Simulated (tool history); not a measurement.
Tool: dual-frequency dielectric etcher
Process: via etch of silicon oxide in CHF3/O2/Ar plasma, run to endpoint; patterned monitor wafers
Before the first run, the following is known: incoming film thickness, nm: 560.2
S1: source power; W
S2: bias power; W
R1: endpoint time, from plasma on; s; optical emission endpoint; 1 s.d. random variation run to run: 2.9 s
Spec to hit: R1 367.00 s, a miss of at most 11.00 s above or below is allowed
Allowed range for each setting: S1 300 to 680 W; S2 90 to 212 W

{"run": 1, "day": 0.0, "S1": 490, "S2": 151, "R1": 324.67}
{"run": 2, "day": 0.317, "S1": 450, "S2": 151, "R1": 336.97}
{"run": 3, "day": 0.625, "S1": 430, "S2": 148, "R1": 350.31}
{"run": 4, "day": 0.717, "S1": 490, "S2": 148, "R1": 322.56}
{"run": 5, "day": 0.842, "S1": 560, "S2": 148, "R1": 306.48}
{"run": 6, "day": 1.075, "S1": 560, "S2": 168, "R1": 291.35}
{"run": 7, "day": 1.167, "S1": 500, "S2": 161, "R1": 310.14}
{"run": 8, "day": 1.358, "S1": 500, "S2": 161, "R1": 308.86}
{"run": 9, "day": 1.675, "S1": 450, "S2": 157, "R1": 330.34}
{"day": 1.842, "done": "bias power generator calibrated"}
{"run": 10, "day": 1.842, "S1": 420, "S2": 154, "R1": 340.07}
{"run": 11, "day": 1.912, "S1": 400, "S2": 152, "R1": 347.73}
{"run": 12, "day": 1.983, "S1": 340, "S2": 144, "R1": 388.25}

Which single option among these 5 for the next run brings every result within its allowed miss of target? Just one does.
{"run": "A", "day": 2.054, "S1": 320, "S2": 140, "R1": "?"}
{"run": "B", "day": 2.054, "S1": 410, "S2": 153, "R1": "?"}
{"run": "C", "day": 2.054, "S1": 350, "S2": 130, "R1": "?"}
{"run": "D", "day": 2.054, "S1": 360, "S2": 152, "R1": "?"}
{"run": "E", "day": 2.054, "S1": 320, "S2": 148, "R1": "?"}

move=A R1=407.62
move=B R1=347.05
move=C R1=401.67
move=D R1=370.86
move=E R1=398.14
A: moves away from the targets compared with the last run
B: carries the result that was furthest off beyond its target, to the other side
C: moves away from the targets compared with the last run
D: all results in spec
E: moves away from the targets compared with the last run
Correct choice: D, which meets every target
